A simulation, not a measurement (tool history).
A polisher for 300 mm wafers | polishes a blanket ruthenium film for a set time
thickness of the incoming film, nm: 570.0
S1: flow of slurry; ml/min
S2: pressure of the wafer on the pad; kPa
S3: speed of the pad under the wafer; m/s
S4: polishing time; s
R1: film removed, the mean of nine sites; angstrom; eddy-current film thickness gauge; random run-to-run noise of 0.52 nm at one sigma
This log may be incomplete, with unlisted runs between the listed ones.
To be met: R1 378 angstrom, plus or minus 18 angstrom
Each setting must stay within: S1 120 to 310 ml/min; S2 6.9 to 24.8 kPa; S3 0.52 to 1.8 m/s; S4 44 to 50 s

run	hour	S1	S2	S3	S4	R1
1	0	200	15.9	1.16	50	733.06
2	5.3	200	15.9	1.16	44	633.29
3	10.1	200	15.9	1.16	44	639.35
4	15.5	200	15.9	1.32	44	737.13
5	24.1	200	15.9	1.18	44	651.08
6	31.2	200	15.9	1.18	50	750.54
7	34.1	200	13.1	1.14	50	605.66
8	41.6	200	11.7	1.1	50	525.74
9	46	200	11.7	1.1	50	514.41
10	47.1	200	10.3	1.1	50	472.39
11	52.6	200	6.9	1.08	50	300.75
12	56.6	200	7.6	1.08	50	331.74
13	64.7	200	9.7	1.08	50	422.77

Consider the 4 candidate settings below. Which is the only one whose results all fall within their allowed miss of target?
A	72.8	245	11.7	0.78	49	?
B	72.8	160	11.7	1.22	44	?
C	72.8	230	9	1.2	47	?
D	72.8	175	9.7	1.1	49	?

move	R1
A	378.44
B	496.56
C	422.84
D	420.61
A: in spec on every target
B: lands further from the targets than the last run did
C: about as far from the targets as the last run
D: about as far from the targets as the last run
So the answer is move A, the one that meets all the targets.
